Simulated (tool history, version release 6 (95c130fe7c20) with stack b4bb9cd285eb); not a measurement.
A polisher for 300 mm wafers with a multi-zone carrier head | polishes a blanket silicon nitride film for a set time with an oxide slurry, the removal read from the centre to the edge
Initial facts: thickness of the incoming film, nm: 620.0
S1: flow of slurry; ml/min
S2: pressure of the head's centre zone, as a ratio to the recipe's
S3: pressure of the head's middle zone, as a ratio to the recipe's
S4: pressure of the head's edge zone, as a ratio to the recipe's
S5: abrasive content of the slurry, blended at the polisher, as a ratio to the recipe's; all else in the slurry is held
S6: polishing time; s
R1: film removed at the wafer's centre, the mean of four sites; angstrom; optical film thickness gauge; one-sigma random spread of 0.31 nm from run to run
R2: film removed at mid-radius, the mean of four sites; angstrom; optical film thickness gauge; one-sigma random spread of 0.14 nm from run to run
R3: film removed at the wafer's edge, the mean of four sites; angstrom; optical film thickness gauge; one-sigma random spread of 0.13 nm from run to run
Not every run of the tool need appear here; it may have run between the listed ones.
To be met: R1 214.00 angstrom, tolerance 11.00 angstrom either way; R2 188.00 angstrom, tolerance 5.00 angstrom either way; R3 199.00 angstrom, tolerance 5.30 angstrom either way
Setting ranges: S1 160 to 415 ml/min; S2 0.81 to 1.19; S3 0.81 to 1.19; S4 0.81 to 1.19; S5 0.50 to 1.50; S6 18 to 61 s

Run 1, hour 0.0: S1 265 ml/min, S2 1.00, S3 1.00, S4 1.00, S5 1.00, S6 39 s. Result: R1 215.93 angstrom, R2 213.07 angstrom, R3 212.96 angstrom.
Run 2, hour 7.6: S1 260 ml/min, S2 1.00, S3 0.99, S4 0.99, S5 1.00, S6 39 s. Result: R1 216.60 angstrom, R2 211.31 angstrom, R3 215.83 angstrom.
Run 3, hour 12.8: S1 260 ml/min, S2 1.00, S3 0.99, S4 0.99, S5 0.90, S6 39 s. Result: R1 203.78 angstrom, R2 199.66 angstrom, R3 199.00 angstrom.
Run 4, hour 18.7: S1 255 ml/min, S2 1.01, S3 0.98, S4 0.99, S5 0.90, S6 39 s. Result: R1 207.51 angstrom, R2 196.39 angstrom, R3 199.59 angstrom.
Run 5, hour 26.2: S1 250 ml/min, S2 1.01, S3 0.98, S4 0.99, S5 0.90, S6 39 s. Result: R1 207.97 angstrom, R2 196.32 angstrom, R3 199.75 angstrom.
Run 6, hour 32.6: S1 250 ml/min, S2 1.01, S3 0.98, S4 0.99, S5 0.90, S6 30 s. Result: R1 157.40 angstrom, R2 151.27 angstrom, R3 153.73 angstrom.
Run 7, hour 35.0: S1 255 ml/min, S2 1.03, S3 0.99, S4 1.01, S5 0.95, S6 30 s. Result: R1 165.03 angstrom, R2 158.70 angstrom, R3 159.86 angstrom.
Run 8, hour 36.8: S1 260 ml/min, S2 1.05, S3 0.99, S4 1.03, S5 1.00, S6 30 s. Result: R1 172.88 angstrom, R2 164.34 angstrom, R3 166.07 angstrom.
Run 9, hour 40.0: S1 265 ml/min, S2 1.06, S3 0.99, S4 1.05, S5 1.05, S6 30 s. Result: R1 178.95 angstrom, R2 166.87 angstrom, R3 173.21 angstrom.
Run 10, hour 46.5: S1 275 ml/min, S2 1.07, S3 1.00, S4 1.07, S5 1.05, S6 30 s. Result: R1 185.42 angstrom, R2 169.82 angstrom, R3 174.91 angstrom.
Run 11, hour 53.5: S1 285 ml/min, S2 1.07, S3 1.00, S4 1.09, S5 1.05, S6 30 s. Result: R1 188.44 angstrom, R2 169.89 angstrom, R3 177.35 angstrom.
Run 12, hour 61.9: S1 285 ml/min, S2 1.07, S3 1.00, S4 1.09, S5 1.05, S6 30 s. Result: R1 183.38 angstrom, R2 170.60 angstrom, R3 177.20 angstrom.
Run 13, hour 66.4: S1 285 ml/min, S2 1.07, S3 1.00, S4 1.09, S5 1.05, S6 30 s. Result: R1 181.06 angstrom, R2 168.62 angstrom, R3 175.78 angstrom.
Run 14, hour 68.5: S1 285 ml/min, S2 1.08, S3 1.00, S4 1.10, S5 1.05, S6 30 s. Result: R1 189.63 angstrom, R2 172.06 angstrom, R3 175.80 angstrom.
Run 15, hour 73.5: S1 290 ml/min, S2 1.08, S3 1.00, S4 1.11, S5 1.05, S6 30 s. Result: R1 181.60 angstrom, R2 173.60 angstrom, R3 179.53 angstrom.
Run 16, hour 77.7: S1 295 ml/min, S2 1.09, S3 1.00, S4 1.12, S5 1.05, S6 30 s. Result: R1 184.34 angstrom, R2 171.70 angstrom, R3 180.32 angstrom.
Run 17, hour 80.2: S1 300 ml/min, S2 1.10, S3 1.00, S4 1.13, S5 1.05, S6 30 s. Result: R1 186.29 angstrom, R2 173.90 angstrom, R3 182.15 angstrom.

Of the 4 settings listed for the next run, only one would bring every result within its allowed miss of target. Which one?
Run A, hour 82.7: S1 310 ml/min, S2 1.08, S3 0.95, S4 1.19, S5 1.15, S6 33 s. Result: R1 ?, R2 ?, R3 ?.
Run B, hour 82.7: S1 360 ml/min, S2 1.14, S3 0.93, S4 1.08, S5 1.00, S6 37 s. Result: R1 ?, R2 ?, R3 ?.
Run C, hour 82.7: S1 295 ml/min, S2 1.07, S3 1.01, S4 1.15, S5 1.20, S6 29 s. Result: R1 ?, R2 ?, R3 ?.
Run D, hour 82.7: S1 215 ml/min, S2 1.11, S3 0.98, S4 1.10, S5 1.25, S6 32 s. Result: R1 ?, R2 ?, R3 ?.

move      R1      R2      R3
   A  217.09  191.81  213.64
   B  242.83  199.31  215.72
   C  191.86  180.19  187.71
   D  213.85  189.55  200.67
A: pushes the last run's worst result past its target
B: pushes the last run's worst result past its target
C: an improvement on the last run, though not all results are within tolerance
D: each result inside its tolerance
D is the move that brings every result within its allowed miss.
